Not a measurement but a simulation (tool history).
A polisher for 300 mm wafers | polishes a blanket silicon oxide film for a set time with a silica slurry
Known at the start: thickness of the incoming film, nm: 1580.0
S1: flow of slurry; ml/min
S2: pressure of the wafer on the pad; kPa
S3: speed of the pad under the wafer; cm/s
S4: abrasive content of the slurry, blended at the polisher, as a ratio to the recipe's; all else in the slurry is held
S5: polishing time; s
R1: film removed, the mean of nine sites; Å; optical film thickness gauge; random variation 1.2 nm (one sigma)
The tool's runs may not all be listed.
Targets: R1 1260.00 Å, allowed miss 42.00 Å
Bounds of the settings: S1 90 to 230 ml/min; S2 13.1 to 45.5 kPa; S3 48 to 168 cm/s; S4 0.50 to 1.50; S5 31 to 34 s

run 1 hour=0.0 | S1=150 S2=29.0 S3=108 S4=1.00 S5=34 | R1=1055.70
run 2 hour=0.8 | S1=150 S2=29.0 S3=108 S4=0.80 S5=34 | R1=991.28
run 3 hour=3.2 | S1=150 S2=34.5 S3=108 S4=0.80 S5=34 | R1=1156.30
run 4 hour=7.9 | S1=155 S2=35.2 S3=108 S4=0.80 S5=34 | R1=1187.50
run 5 hour=12.9 | S1=155 S2=35.2 S3=108 S4=0.80 S5=31 | R1=1098.00
run 6 hour=18.8 | S1=190 S2=35.2 S3=108 S4=0.80 S5=31 | R1=1126.70
run 7 hour=19.4 | S1=190 S2=35.9 S3=108 S4=0.80 S5=31 | R1=1152.60
run 8 hour=20.5 | S1=190 S2=36.5 S3=108 S4=0.80 S5=31 | R1=1167.60
run 9 hour=21.3 | S1=190 S2=37.2 S3=108 S4=0.80 S5=31 | R1=1185.50

Which of these 4 next moves meets every target?
run A hour=22.1 | S1=205 S2=38.6 S3=108 S4=0.60 S5=33 | R1=?
run B hour=22.1 | S1=200 S2=40.7 S3=86 S4=0.95 S5=32 | R1=?
run C hour=22.1 | S1=190 S2=34.5 S3=110 S4=0.85 S5=31 | R1=?
run D hour=22.1 | S1=180 S2=40.0 S3=106 S4=0.70 S5=31 | R1=?

move=A R1=1184.60
move=B R1=1240.70
move=C R1=1126.80
move=D R1=1181.50
A: as far off as the last run
B: meets every target
C: further off than the last run
D: further off than the last run
The right move is B.

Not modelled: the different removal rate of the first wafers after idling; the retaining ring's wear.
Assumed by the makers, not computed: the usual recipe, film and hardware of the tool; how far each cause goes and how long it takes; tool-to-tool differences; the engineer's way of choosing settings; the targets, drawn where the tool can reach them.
